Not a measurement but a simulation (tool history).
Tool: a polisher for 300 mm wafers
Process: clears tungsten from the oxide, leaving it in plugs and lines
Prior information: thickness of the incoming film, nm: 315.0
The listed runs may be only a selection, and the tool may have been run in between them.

run	hour	flow of slurry (ml/min)	pressure of the wafer on the pad (psi)	speed of the pad under the wafer (cm/s)	abrasive content of the slurry	overpolish time after the end point (s)	time until the end point was called (s)
1	0.0	180	2.8	92	1.0	19	82.703
2	9.0	180	2.9	92	1.0	19	80.366
3	16.9	145	2.9	92	1.0	19	84.549
4	25.4	145	3.0	92	1.0	19	80.771
5	33.8	145	3.1	92	1.0	19	80.459
6	35.7	145	3.2	92	1.0	19	74.937

What does the tool deliver on the next run?
7	39.7	145	3.3	92	1.0	19	?

time until the end point was called (s): 70.194
